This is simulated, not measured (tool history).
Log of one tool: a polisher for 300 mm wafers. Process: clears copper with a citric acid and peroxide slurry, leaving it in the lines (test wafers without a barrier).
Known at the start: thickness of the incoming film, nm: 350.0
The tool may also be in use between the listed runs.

run	hour	flow of slurry (ml/min)	pressure of the wafer on the pad (psi)	speed of the pad under the wafer (cm/s)	abrasive content of the slurry	overpolish time after the end point (s)	time until the end point was called (s)	dishing of a wide line in a test structure (angstrom)
1	0.0	220	2.6	116	1.0	15	192.92	198.19
2	4.1	220	3.1	116	1.0	15	161.80	226.35
3	9.4	220	3.2	116	1.0	13	155.40	208.90
4	10.2	220	3.3	116	1.0	11	151.40	187.16
5	13.5	190	3.3	116	1.0	11	153.87	180.48
6	16.2	195	3.4	116	1.0	10	149.34	177.91

Run 7 comes next. What will it give?
7	23.0	200	3.5	116	1.0	9	?	?

{"run 7": {"time until the end point was called (s)": 144.9, "dishing of a wide line in a test structure (angstrom)": 159.89}}

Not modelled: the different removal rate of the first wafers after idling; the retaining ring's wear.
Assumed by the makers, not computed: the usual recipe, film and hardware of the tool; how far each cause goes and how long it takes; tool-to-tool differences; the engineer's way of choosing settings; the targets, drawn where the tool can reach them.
